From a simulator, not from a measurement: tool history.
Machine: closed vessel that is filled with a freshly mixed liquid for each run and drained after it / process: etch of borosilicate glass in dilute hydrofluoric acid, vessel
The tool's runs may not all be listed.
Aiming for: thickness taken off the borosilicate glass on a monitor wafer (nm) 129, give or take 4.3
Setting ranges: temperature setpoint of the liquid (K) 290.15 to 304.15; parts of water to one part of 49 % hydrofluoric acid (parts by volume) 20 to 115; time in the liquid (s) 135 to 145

run	hour	temperature setpoint of the liquid (K)	parts of water to one part of 49 % hydrofluoric acid (parts by volume)	time in the liquid (s)	thickness taken off the borosilicate glass on a monitor wafer (nm)
1	0	296.15	65	135	57.123
2	6.4	298.15	65	135	62.505
3	13.5	298.15	50	135	81.117
4	17.6	296.15	50	135	76.596
5	20	296.15	70	135	52.227
6	25.7	296.15	70	145	56.001
7	30.7	300.15	45	145	106.37
8	39.4	300.65	45	145	108.86
9	47.9	300.65	45	145	108.48
10	49.6	304.15	40	145	143.68
11	52.2	303.65	40	145	138.03
12	55.8	302.65	40	145	133.61

Next run, 4 choices. One meets every target within its allowed miss, the rest don't. Which?
A	59.4	303.15	45	145	?
B	59.4	301.65	40	135	?
C	59.4	303.15	40	135	?
D	59.4	301.15	40	135	?

move	thickness taken off the borosilicate glass on a monitor wafer (nm)
A	121.72
B	121.04
C	128.49
D	118.63
A: pushes the last run's worst result past its target
B: pushes the last run's worst result past its target
C: meets every target
D: pushes the last run's worst result past its target
Answer: C
